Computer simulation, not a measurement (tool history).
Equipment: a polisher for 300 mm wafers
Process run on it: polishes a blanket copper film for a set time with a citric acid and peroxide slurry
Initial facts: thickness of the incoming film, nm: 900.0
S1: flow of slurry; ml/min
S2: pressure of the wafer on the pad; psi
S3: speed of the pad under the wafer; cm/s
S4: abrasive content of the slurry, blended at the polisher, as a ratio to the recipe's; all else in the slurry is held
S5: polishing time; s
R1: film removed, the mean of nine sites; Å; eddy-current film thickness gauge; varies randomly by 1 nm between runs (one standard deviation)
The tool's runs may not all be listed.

run  hour   S1   S2   S3  S4  S5      R1
  1     0  140  2.2  126   1  21  501.22
  2   6.6  140  2.3  126   1  21  521.02
  3  14.4  140  2.3  126   1  21  546.39
  4  19.8  140  2.3  148   1  21  616.35
  5  21.6  140  2.4  148   1  21  657.35
  6  22.2  165  2.4  148   1  21  667.93
  7  27.8  165  2.6  148   1  21   720.7

Forecast run 8:
  8  30.3  165  2.7  148   1  21   ?

Logged for run 8: R1 728.13 Å.
